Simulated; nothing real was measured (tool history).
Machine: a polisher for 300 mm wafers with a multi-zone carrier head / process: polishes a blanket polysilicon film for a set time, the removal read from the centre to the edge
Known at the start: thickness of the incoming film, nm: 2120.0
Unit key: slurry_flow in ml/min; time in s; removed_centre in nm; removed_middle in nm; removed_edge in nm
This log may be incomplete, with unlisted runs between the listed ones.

Run 1, hour 0: slurry_flow 290 ml/min, centre_zone 1, middle_zone 1, edge_zone 1, time 85 s. Result: removed_centre 558.74 nm, removed_middle 569.88 nm, removed_edge 571.45 nm.
Run 2, hour 4.1: slurry_flow 290 ml/min, centre_zone 1, middle_zone 0.94, edge_zone 1, time 85 s. Result: removed_centre 565.42 nm, removed_middle 530.34 nm, removed_edge 569.33 nm.
Run 3, hour 5.4: slurry_flow 250 ml/min, centre_zone 1, middle_zone 0.94, edge_zone 1, time 85 s. Result: removed_centre 554.68 nm, removed_middle 526.01 nm, removed_edge 573.23 nm.
Run 4, hour 13: slurry_flow 250 ml/min, centre_zone 1, middle_zone 0.88, edge_zone 1, time 85 s. Result: removed_centre 553.98 nm, removed_middle 490.26 nm, removed_edge 569.72 nm.
Run 5, hour 13.8: slurry_flow 255 ml/min, centre_zone 0.99, middle_zone 0.89, edge_zone 0.99, time 80 s. Result: removed_centre 519.26 nm, removed_middle 468.88 nm, removed_edge 528.89 nm.
Run 6, hour 16.1: slurry_flow 200 ml/min, centre_zone 0.99, middle_zone 0.89, edge_zone 0.99, time 80 s. Result: removed_centre 514.91 nm, removed_middle 456.9 nm, removed_edge 515.07 nm.
Run 7, hour 18.8: slurry_flow 200 ml/min, centre_zone 0.97, middle_zone 0.89, edge_zone 0.98, time 77 s. Result: removed_centre 493.27 nm, removed_middle 449.36 nm, removed_edge 505.55 nm.
Run 8, hour 22: slurry_flow 200 ml/min, centre_zone 0.96, middle_zone 0.9, edge_zone 0.97, time 73 s. Result: removed_centre 457.68 nm, removed_middle 415.67 nm, removed_edge 457.53 nm.
Run 9, hour 27.9: slurry_flow 200 ml/min, centre_zone 0.94, middle_zone 0.9, edge_zone 0.96, time 71 s. Result: removed_centre 435.79 nm, removed_middle 407.72 nm, removed_edge 451.89 nm.

Forecast run 10:
Run 10, hour 33.5: slurry_flow 200 ml/min, centre_zone 0.93, middle_zone 0.91, edge_zone 0.95, time 69 s. Result: removed_centre ?, removed_middle ?, removed_edge ?.

Run 10 gave removed_centre 411.96 nm, removed_middle 409.87 nm, removed_edge 453.32 nm.

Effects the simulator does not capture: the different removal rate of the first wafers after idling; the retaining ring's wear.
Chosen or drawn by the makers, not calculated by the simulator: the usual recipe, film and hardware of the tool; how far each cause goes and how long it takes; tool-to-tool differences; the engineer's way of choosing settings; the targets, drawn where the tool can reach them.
